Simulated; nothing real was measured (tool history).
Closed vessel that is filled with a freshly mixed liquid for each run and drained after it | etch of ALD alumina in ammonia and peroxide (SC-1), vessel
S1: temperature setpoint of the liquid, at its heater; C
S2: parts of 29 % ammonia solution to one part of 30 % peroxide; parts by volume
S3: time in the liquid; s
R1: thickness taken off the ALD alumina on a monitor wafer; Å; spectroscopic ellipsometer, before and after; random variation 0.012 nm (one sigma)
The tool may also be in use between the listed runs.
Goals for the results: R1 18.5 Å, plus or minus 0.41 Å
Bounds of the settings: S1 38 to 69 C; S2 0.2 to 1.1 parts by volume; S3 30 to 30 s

Run 1, hour 0: S1 53 C, S2 0.6 parts by volume, S3 30 s. Result: R1 24.158 Å.
Run 2, hour 6.7: S1 53 C, S2 0.6 parts by volume, S3 30 s. Result: R1 24.357 Å.
Run 3, hour 14.2: S1 51.5 C, S2 0.6 parts by volume, S3 30 s. Result: R1 22.533 Å.
Run 4, hour 16.7: S1 51.5 C, S2 0.7 parts by volume, S3 30 s. Result: R1 22.475 Å.
Run 5, hour 19.2: S1 50.5 C, S2 0.7 parts by volume, S3 30 s. Result: R1 21.419 Å.
Run 6, hour 28.5: S1 50.5 C, S2 0.6 parts by volume, S3 30 s. Result: R1 21.18 Å.
Run 7, hour 33.5: S1 50 C, S2 0.6 parts by volume, S3 30 s. Result: R1 20.833 Å.
Run 8, hour 39: S1 49.5 C, S2 0.6 parts by volume, S3 30 s. Result: R1 20.103 Å.
Run 9, hour 48.4: S1 49 C, S2 0.6 parts by volume, S3 30 s. Result: R1 19.494 Å.
Run 10, hour 53.6: S1 48.5 C, S2 0.6 parts by volume, S3 30 s. Result: R1 19.005 Å.

Next run, 4 choices. One meets every target within its allowed miss, the rest don't. Which?
Run A, hour 58.8: S1 49 C, S2 0.65 parts by volume, S3 30 s. Result: R1 ?.
Run B, hour 58.8: S1 47 C, S2 0.6 parts by volume, S3 30 s. Result: R1 ?.
Run C, hour 58.8: S1 49.5 C, S2 0.4 parts by volume, S3 30 s. Result: R1 ?.
Run D, hour 58.8: S1 47.5 C, S2 0.75 parts by volume, S3 30 s. Result: R1 ?.

move      R1
   A  19.703
   B   17.49
   C  19.342
   D  18.373
A: further off than the last run
B: the result that was furthest off in the last run now lies on the other side of its target
C: further off than the last run
D: each result inside its tolerance
The right move is D.
